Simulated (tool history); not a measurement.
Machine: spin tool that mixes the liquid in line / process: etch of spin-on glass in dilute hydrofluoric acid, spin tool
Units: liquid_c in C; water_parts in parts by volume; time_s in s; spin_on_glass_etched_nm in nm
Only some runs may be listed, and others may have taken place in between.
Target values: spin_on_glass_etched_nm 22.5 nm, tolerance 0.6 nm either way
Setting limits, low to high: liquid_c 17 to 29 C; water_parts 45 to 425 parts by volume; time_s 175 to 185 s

{"run": 1, "day": 0.0, "liquid_c": 21, "water_parts": 235, "time_s": 175, "spin_on_glass_etched_nm": 11.477}
{"run": 2, "day": 0.188, "liquid_c": 22.5, "water_parts": 220, "time_s": 175, "spin_on_glass_etched_nm": 13.117}
{"run": 3, "day": 0.296, "liquid_c": 26, "water_parts": 220, "time_s": 175, "spin_on_glass_etched_nm": 15.021}
{"run": 4, "day": 0.421, "liquid_c": 26, "water_parts": 220, "time_s": 175, "spin_on_glass_etched_nm": 14.968}
{"run": 5, "day": 0.558, "liquid_c": 26, "water_parts": 220, "time_s": 185, "spin_on_glass_etched_nm": 15.781}
{"run": 6, "day": 0.846, "liquid_c": 26, "water_parts": 220, "time_s": 175, "spin_on_glass_etched_nm": 14.923}
{"run": 7, "day": 1.208, "liquid_c": 26.5, "water_parts": 210, "time_s": 175, "spin_on_glass_etched_nm": 16.143}
{"run": 8, "day": 1.392, "liquid_c": 27, "water_parts": 200, "time_s": 175, "spin_on_glass_etched_nm": 17.375}
{"run": 9, "day": 1.483, "liquid_c": 27.5, "water_parts": 195, "time_s": 175, "spin_on_glass_etched_nm": 18.291}
{"run": 10, "day": 1.829, "liquid_c": 28, "water_parts": 190, "time_s": 175, "spin_on_glass_etched_nm": 19.253}
{"run": 11, "day": 2.162, "liquid_c": 28, "water_parts": 185, "time_s": 175, "spin_on_glass_etched_nm": 19.907}
{"run": 12, "day": 2.5, "liquid_c": 28, "water_parts": 180, "time_s": 175, "spin_on_glass_etched_nm": 20.597}

Exactly one of the 5 candidate moves below puts every result within its allowed miss. Which one?
{"run": "A", "day": 2.838, "liquid_c": 26.5, "water_parts": 155, "time_s": 185, "spin_on_glass_etched_nm": "?"}
{"run": "B", "day": 2.838, "liquid_c": 26.5, "water_parts": 170, "time_s": 180, "spin_on_glass_etched_nm": "?"}
{"run": "C", "day": 2.838, "liquid_c": 28, "water_parts": 175, "time_s": 185, "spin_on_glass_etched_nm": "?"}
{"run": "D", "day": 2.838, "liquid_c": 28, "water_parts": 155, "time_s": 175, "spin_on_glass_etched_nm": "?"}
{"run": "E", "day": 2.838, "liquid_c": 28, "water_parts": 185, "time_s": 185, "spin_on_glass_etched_nm": "?"}

move=A spin_on_glass_etched_nm=24.412
move=B spin_on_glass_etched_nm=21.273
move=C spin_on_glass_etched_nm=22.296
move=D spin_on_glass_etched_nm=24.405
move=E spin_on_glass_etched_nm=20.839
A: moves the result that the last run missed by most past its target, out the other side
B: moves toward the targets from the last run without getting all of them in spec
C: in spec on every target
D: moves the result that the last run missed by most past its target, out the other side
E: moves toward the targets from the last run without getting all of them in spec
So the answer is move C, the one that meets all the targets.
